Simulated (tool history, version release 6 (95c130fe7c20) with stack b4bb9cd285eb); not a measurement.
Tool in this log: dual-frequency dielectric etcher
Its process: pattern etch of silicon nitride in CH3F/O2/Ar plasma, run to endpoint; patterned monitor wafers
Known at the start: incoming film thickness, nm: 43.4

run 1 hour=0 | source_power_(kW)=0.3 bias_power_(kW)=0.071 | endpoint_time_(s)=66.945
run 2 hour=4.1 | source_power_(kW)=0.3 bias_power_(kW)=0.06 | endpoint_time_(s)=70.567
run 3 hour=5.3 | source_power_(kW)=0.27 bias_power_(kW)=0.06 | endpoint_time_(s)=73.885
run 4 hour=11 | source_power_(kW)=0.3 bias_power_(kW)=0.063 | endpoint_time_(s)=69.585
run 5 hour=19.9 | source_power_(kW)=0.3 bias_power_(kW)=0.068 | endpoint_time_(s)=68.86
run 6 hour=24.7 | source_power_(kW)=0.3 bias_power_(kW)=0.074 | endpoint_time_(s)=66.272
run 7 hour=27.4 | source_power_(kW)=0.32 bias_power_(kW)=0.076 | endpoint_time_(s)=63.99

What will run 8 give?
run 8 hour=33.1 | source_power_(kW)=0.34 bias_power_(kW)=0.077 | endpoint_time_(s)=?

{"run 8": {"endpoint time (s)": 60.836}}

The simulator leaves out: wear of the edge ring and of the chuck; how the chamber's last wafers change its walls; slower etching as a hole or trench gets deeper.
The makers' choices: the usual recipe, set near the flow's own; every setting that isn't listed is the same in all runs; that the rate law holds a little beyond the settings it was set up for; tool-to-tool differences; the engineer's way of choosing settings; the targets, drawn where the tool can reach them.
